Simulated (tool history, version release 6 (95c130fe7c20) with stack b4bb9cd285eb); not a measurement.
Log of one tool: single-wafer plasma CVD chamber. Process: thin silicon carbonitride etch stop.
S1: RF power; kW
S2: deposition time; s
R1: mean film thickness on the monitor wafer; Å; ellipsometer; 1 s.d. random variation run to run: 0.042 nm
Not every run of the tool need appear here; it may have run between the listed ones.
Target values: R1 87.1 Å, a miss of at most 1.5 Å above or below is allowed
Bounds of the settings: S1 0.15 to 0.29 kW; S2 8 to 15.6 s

run,hour,S1,S2,R1
1,0,0.22,11.8,67.805
2,2.1,0.24,11.8,69.691
3,10.3,0.24,12.6,73.838
4,14.6,0.255,12.6,75.806
5,23.2,0.27,12.6,77.161
6,27.9,0.29,12.6,79.188
7,28.8,0.29,13,81.537
8,36.1,0.29,13.3,84.177
9,37.7,0.29,13.4,84.511
10,41.4,0.29,13.5,85.003

Next run, 4 choices. One meets every target within its allowed miss, the rest don't. Which?
A,45.1,0.255,13.7,?
B,45.1,0.29,13.9,?
C,45.1,0.275,13.4,?
D,45.1,0.285,13.6,?

move,R1
A,82.605
B,87.241
C,82.723
D,84.897
A: misses by more than the last run did
B: in spec on every target
C: misses by more than the last run did
D: misses by more than the last run did
Answer: B
